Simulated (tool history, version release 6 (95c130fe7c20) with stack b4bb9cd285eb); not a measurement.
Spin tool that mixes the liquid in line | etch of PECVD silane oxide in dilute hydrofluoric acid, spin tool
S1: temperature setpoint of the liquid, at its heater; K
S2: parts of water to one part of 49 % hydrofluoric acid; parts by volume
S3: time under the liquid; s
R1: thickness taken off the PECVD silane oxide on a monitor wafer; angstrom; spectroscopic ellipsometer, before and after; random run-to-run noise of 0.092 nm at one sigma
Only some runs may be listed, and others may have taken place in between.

run  hour      S1  S2  S3       R1
  1   0.0  295.15  60  15   68.487
  2   4.8  297.65  50  15   91.963
  3   7.5  299.15  45  15  109.490
  4  14.9  297.15  45  15  101.730
  5  23.4  297.15  65  15   67.975
  6  27.4  299.15  55  15   88.903
  7  35.8  300.15  45  15  115.440
  8  42.2  301.15  40  15  134.650
  9  46.2  301.65  35  15  158.640
 10  47.1  302.15  35  15  159.770

Run 11 comes next. What will it give?
 11  49.1  302.65  35  15   ?

{"run 11": {"R1": 165.66}}
